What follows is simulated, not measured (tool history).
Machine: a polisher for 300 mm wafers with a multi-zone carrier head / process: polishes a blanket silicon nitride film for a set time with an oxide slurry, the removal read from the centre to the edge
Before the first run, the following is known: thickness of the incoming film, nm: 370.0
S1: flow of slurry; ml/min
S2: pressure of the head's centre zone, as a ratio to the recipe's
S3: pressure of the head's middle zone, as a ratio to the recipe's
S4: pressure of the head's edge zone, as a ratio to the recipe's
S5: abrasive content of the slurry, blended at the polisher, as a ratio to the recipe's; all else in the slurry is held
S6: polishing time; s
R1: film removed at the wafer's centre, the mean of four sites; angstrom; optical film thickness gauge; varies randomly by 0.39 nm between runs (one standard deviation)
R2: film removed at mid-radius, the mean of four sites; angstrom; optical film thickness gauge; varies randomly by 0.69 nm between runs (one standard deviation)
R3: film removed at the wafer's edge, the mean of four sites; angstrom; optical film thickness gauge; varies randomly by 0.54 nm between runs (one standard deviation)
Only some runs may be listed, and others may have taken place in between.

| run | hour | S1 | S2 | S3 | S4 | S5 | S6 | R1 | R2 | R3 |
|---|---|---|---|---|---|---|---|---|---|---|
| 1 | 0.0 | 120 | 1.00 | 1.00 | 1.00 | 1.00 | 79 | 751.91 | 724.71 | 716.65 |
| 2 | 3.5 | 120 | 1.00 | 1.00 | 1.00 | 1.10 | 79 | 790.26 | 768.69 | 751.96 |
| 3 | 11.7 | 120 | 0.99 | 1.00 | 0.98 | 1.05 | 79 | 765.83 | 752.66 | 738.24 |
| 4 | 18.2 | 120 | 0.99 | 1.01 | 0.97 | 0.95 | 79 | 724.53 | 737.68 | 694.24 |
| 5 | 23.4 | 115 | 0.99 | 1.00 | 0.95 | 0.90 | 79 | 699.80 | 681.53 | 659.79 |
| 6 | 31.4 | 110 | 0.99 | 1.01 | 0.93 | 0.85 | 79 | 665.60 | 660.30 | 637.67 |
| 7 | 36.8 | 110 | 0.99 | 1.02 | 0.91 | 0.80 | 79 | 643.21 | 649.20 | 605.54 |

Run 8 is up next; what results do you expect?
| 8 | 45.4 | 105 | 0.99 | 1.02 | 0.90 | 0.80 | 79 | ? | ? | ? |

{"run 8": {"R1": 632.58, "R2": 632.1, "R3": 605.09}}
